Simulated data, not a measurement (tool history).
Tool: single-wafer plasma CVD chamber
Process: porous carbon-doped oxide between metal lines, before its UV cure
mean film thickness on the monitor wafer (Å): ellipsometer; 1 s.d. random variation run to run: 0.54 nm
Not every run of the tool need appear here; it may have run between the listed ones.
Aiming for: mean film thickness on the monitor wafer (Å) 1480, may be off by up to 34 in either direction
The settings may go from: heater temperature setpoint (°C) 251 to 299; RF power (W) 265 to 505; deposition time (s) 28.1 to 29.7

| run | hour | heater temperature setpoint (°C) | RF power (W) | deposition time (s) | mean film thickness on the monitor wafer (Å) |
|---|---|---|---|---|---|
| 1 | 0 | 275 | 385 | 29.7 | 1620.8 |
| 2 | 0.8 | 275 | 385 | 28.1 | 1542.6 |
| 3 | 9.4 | 277 | 385 | 28.1 | 1517.7 |
| 4 | 15.8 | 277 | 385 | 29.7 | 1603.9 |
| 5 | 23 | 277 | 385 | 29.7 | 1593.9 |
| 6 | 27.3 | 282 | 385 | 29.7 | 1550.1 |
| 7 | 34.6 | 284 | 385 | 29.7 | 1538.4 |
| 8 | 39.6 | 286 | 385 | 29.7 | 1524.4 |

Next run, 4 choices. One meets every target within its allowed miss, the rest don't. Which?
| A | 44.6 | 280 | 400 | 29 | ? |
| B | 44.6 | 292 | 410 | 29.7 | ? |
| C | 44.6 | 285 | 385 | 29.7 | ? |
| D | 44.6 | 298 | 405 | 29.7 | ? |

| move | mean film thickness on the monitor wafer (Å) |
|---|---|
| A | 1569.9 |
| B | 1527.7 |
| C | 1526.3 |
| D | 1469.5 |
A: moves away from the targets compared with the last run
B: moves away from the targets compared with the last run
C: about the same distance from the targets as the last run
D: every result lands within tolerance
Correct choice: D, which meets every target

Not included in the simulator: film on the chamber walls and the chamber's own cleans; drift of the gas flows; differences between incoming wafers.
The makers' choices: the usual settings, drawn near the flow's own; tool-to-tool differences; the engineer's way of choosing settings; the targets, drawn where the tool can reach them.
